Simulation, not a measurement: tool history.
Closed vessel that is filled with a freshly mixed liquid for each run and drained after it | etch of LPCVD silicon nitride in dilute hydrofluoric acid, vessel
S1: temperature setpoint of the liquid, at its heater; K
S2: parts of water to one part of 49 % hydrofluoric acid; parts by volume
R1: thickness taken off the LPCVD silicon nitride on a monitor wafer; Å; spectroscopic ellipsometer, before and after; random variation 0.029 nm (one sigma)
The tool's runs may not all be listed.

Run 1, day 0: S1 295.15 K, S2 55 parts by volume, time in the liquid (s) 2090. Result: R1 149.85 Å.
Run 2, day 0.262: S1 295.15 K, S2 35 parts by volume, time in the liquid (s) 2090. Result: R1 232.68 Å.
Run 3, day 0.492: S1 298.15 K, S2 35 parts by volume, time in the liquid (s) 2090. Result: R1 282.88 Å.
Run 4, day 0.696: S1 298.15 K, S2 55 parts by volume, time in the liquid (s) 2090. Result: R1 182.46 Å.
Run 5, day 0.883: S1 296.65 K, S2 60 parts by volume, time in the liquid (s) 2090. Result: R1 152 Å.
Run 6, day 1.204: S1 294.65 K, S2 60 parts by volume, time in the liquid (s) 2090. Result: R1 132 Å.
Run 7, day 1.533: S1 293.65 K, S2 65 parts by volume, time in the liquid (s) 2090. Result: R1 113.69 Å.
Run 8, day 1.671: S1 293.15 K, S2 70 parts by volume, time in the liquid (s) 2090. Result: R1 102.95 Å.
Run 9, day 1.775: S1 292.65 K, S2 75 parts by volume, time in the liquid (s) 2090. Result: R1 92.772 Å.
Run 10, day 1.862: S1 292.15 K, S2 75 parts by volume, time in the liquid (s) 2090. Result: R1 89.898 Å.

Run 11 comes next. What will it give?
Run 11, day 2.133: S1 291.65 K, S2 75 parts by volume, time in the liquid (s) 2090. Result: R1 ?.

{"run 11": {"R1": 86.853}}
